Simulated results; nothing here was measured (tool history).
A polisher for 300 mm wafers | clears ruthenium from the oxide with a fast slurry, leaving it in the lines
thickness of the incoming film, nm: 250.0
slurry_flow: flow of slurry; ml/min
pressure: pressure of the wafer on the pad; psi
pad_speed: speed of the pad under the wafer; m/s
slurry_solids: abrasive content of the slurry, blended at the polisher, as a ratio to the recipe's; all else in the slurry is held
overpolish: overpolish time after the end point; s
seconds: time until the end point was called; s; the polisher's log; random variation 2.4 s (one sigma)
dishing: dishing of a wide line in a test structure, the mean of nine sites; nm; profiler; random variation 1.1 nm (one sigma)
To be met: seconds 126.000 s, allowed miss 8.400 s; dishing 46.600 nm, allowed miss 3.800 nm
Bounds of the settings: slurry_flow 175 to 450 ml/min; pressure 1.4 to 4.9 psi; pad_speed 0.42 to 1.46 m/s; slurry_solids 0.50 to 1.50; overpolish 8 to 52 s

| run | day | slurry_flow | pressure | pad_speed | slurry_solids | overpolish | seconds | dishing |
|---|---|---|---|---|---|---|---|---|
| 1 | 0.000 | 290 | 3.1 | 0.94 | 1.00 | 26 | 66.424 | 60.541 |
| 2 | 0.162 | 330 | 3.1 | 0.94 | 1.00 | 26 | 62.343 | 62.358 |
| 3 | 0.292 | 330 | 3.1 | 0.94 | 0.90 | 26 | 70.669 | 57.596 |
| 4 | 0.479 | 330 | 3.1 | 0.94 | 0.70 | 26 | 85.925 | 50.459 |
| 5 | 0.838 | 330 | 3.1 | 0.94 | 0.85 | 26 | 70.564 | 57.531 |
| 6 | 1.192 | 330 | 3.1 | 0.94 | 0.85 | 18 | 71.195 | 43.487 |
| 7 | 1.317 | 325 | 2.9 | 0.94 | 0.85 | 20 | 76.850 | 46.346 |
| 8 | 1.612 | 320 | 2.7 | 0.94 | 0.85 | 21 | 81.519 | 44.297 |
| 9 | 1.733 | 315 | 2.5 | 0.94 | 0.85 | 23 | 90.244 | 45.851 |
| 10 | 1.904 | 310 | 2.4 | 0.94 | 0.85 | 24 | 93.980 | 45.381 |
| 11 | 2.117 | 305 | 2.3 | 0.94 | 0.85 | 25 | 98.927 | 47.163 |
| 12 | 2.450 | 300 | 2.2 | 0.94 | 0.85 | 25 | 101.170 | 45.118 |
| 13 | 2.575 | 300 | 2.1 | 0.94 | 0.85 | 26 | 105.790 | 43.923 |

Which of these 5 next moves meets every target?
| A | 2.700 | 345 | 2.0 | 0.96 | 0.95 | 22 | ? | ? |
| B | 2.700 | 390 | 2.0 | 1.02 | 1.15 | 17 | ? | ? |
| C | 2.700 | 365 | 1.7 | 1.10 | 0.95 | 26 | ? | ? |
| D | 2.700 | 450 | 2.8 | 0.92 | 0.75 | 20 | ? | ? |
| E | 2.700 | 265 | 2.5 | 0.74 | 0.75 | 34 | ? | ? |

| move | seconds | dishing |
|---|---|---|
| A | 98.182 | 41.878 |
| B | 81.501 | 39.602 |
| C | 100.800 | 46.589 |
| D | 89.003 | 41.970 |
| E | 125.200 | 48.389 |
A: further off than the last run
B: further off than the last run
C: further off than the last run
D: further off than the last run
E: meets every target
Move E is the one to make.
